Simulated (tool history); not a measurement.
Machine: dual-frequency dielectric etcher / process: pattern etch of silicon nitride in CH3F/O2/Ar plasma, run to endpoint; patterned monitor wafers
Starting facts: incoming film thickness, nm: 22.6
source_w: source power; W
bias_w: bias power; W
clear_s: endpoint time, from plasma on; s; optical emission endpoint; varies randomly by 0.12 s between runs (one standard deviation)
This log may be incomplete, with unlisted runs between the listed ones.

run,hour,source_w,bias_w,clear_s
1,0,350,102,30.819
2,4.2,370,103,30.152
3,6.9,330,103,31.058
4,7.8,330,95,32.203
5,11.5,330,83,33.502
6,12.2,370,86,32.37
7,20.2,400,90,31.048
8,24.6,420,92,30.327
9,31,440,94,29.551

For run 10, what comes out?
10,34.4,450,95,?

Run 10 yielded clear_s 29.346 s.
